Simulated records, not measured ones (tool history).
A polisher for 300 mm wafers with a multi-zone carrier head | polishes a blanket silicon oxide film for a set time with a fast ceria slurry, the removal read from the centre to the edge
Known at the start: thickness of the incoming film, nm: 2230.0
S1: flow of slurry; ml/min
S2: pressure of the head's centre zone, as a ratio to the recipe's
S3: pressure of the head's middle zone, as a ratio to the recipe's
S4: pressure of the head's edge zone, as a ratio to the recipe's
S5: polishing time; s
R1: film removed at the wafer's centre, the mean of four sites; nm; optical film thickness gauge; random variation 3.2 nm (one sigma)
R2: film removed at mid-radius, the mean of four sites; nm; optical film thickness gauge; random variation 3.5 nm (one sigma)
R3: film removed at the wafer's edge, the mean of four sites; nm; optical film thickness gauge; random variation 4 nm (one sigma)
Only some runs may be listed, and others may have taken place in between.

run,hour,S1,S2,S3,S4,S5,R1,R2,R3
1,0,140,1,1,1,40,434.05,457.6,439.39
2,2.4,135,0.98,1.01,0.98,37,393.31,416.34,400.55
3,11.1,135,0.98,1.01,0.98,32,331.06,350.5,347.75
4,18.9,130,0.96,1.03,0.96,31,312.53,356.15,333.64
5,21.9,125,0.95,1.03,0.94,30,299.05,329.93,313.37
6,26.2,125,0.95,1.03,0.88,30,300.21,341.18,309.99

What will run 7 give?
7,35.1,120,0.94,1.03,0.87,30,?,?,?

R1: 300.01 nm
R2: 336.09 nm
R3: 301.43 nm
